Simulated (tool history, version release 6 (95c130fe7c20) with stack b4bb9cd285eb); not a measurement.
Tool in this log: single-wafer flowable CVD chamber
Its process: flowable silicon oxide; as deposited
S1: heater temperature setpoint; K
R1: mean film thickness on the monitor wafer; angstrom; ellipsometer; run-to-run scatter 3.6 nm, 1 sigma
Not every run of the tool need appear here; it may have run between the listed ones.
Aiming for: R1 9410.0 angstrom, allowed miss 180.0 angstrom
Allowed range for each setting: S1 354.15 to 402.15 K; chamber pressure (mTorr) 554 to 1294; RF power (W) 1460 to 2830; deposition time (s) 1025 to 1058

{"run": 1, "day": 0.0, "S1": 378.15, "chamber pressure (mTorr)": 924, "RF power (W)": 2145, "deposition time (s)": 1025, "R1": 6113.9}
{"run": 2, "day": 0.321, "S1": 378.15, "chamber pressure (mTorr)": 924, "RF power (W)": 2145, "deposition time (s)": 1025, "R1": 6140.9}
{"run": 3, "day": 0.462, "S1": 378.15, "chamber pressure (mTorr)": 1026, "RF power (W)": 2145, "deposition time (s)": 1025, "R1": 6767.5}
{"run": 4, "day": 0.512, "S1": 376.15, "chamber pressure (mTorr)": 1027, "RF power (W)": 2145, "deposition time (s)": 1025, "R1": 7213.5}
{"run": 5, "day": 0.692, "S1": 376.15, "chamber pressure (mTorr)": 1027, "RF power (W)": 1920, "deposition time (s)": 1025, "R1": 7106.2}
{"run": 6, "day": 0.871, "S1": 376.15, "chamber pressure (mTorr)": 1152, "RF power (W)": 1920, "deposition time (s)": 1025, "R1": 7956.3}
{"run": 7, "day": 0.933, "S1": 375.15, "chamber pressure (mTorr)": 1152, "RF power (W)": 1920, "deposition time (s)": 1025, "R1": 8178.1}
{"run": 8, "day": 0.988, "S1": 374.15, "chamber pressure (mTorr)": 1152, "RF power (W)": 1920, "deposition time (s)": 1025, "R1": 8421.5}
{"run": 9, "day": 1.271, "S1": 373.15, "chamber pressure (mTorr)": 1152, "RF power (W)": 1920, "deposition time (s)": 1025, "R1": 8635.2}
{"run": 10, "day": 1.45, "S1": 372.15, "chamber pressure (mTorr)": 1152, "RF power (W)": 1920, "deposition time (s)": 1025, "R1": 8962.6}
{"run": 11, "day": 1.704, "S1": 371.15, "chamber pressure (mTorr)": 1152, "RF power (W)": 1920, "deposition time (s)": 1025, "R1": 9176.0}

5 candidate next runs follow, results not yet known. Just one meets every target within its allowed miss. Identify it.
{"run": "A", "day": 1.958, "S1": 371.15, "chamber pressure (mTorr)": 1150, "RF power (W)": 1605, "deposition time (s)": 1043, "R1": "?"}
{"run": "B", "day": 1.958, "S1": 369.15, "chamber pressure (mTorr)": 1079, "RF power (W)": 1935, "deposition time (s)": 1044, "R1": "?"}
{"run": "C", "day": 1.958, "S1": 371.15, "chamber pressure (mTorr)": 1135, "RF power (W)": 1695, "deposition time (s)": 1031, "R1": "?"}
{"run": "D", "day": 1.958, "S1": 377.15, "chamber pressure (mTorr)": 1294, "RF power (W)": 2175, "deposition time (s)": 1058, "R1": "?"}
{"run": "E", "day": 1.958, "S1": 371.15, "chamber pressure (mTorr)": 1118, "RF power (W)": 1970, "deposition time (s)": 1025, "R1": "?"}

move=A R1=9048.7
move=B R1=9323.1
move=C R1=8924.4
move=D R1=8987.3
move=E R1=8950.6
A: further off than the last run
B: in spec on every target
C: further off than the last run
D: further off than the last run
E: further off than the last run
B is the move that brings every result within its allowed miss.
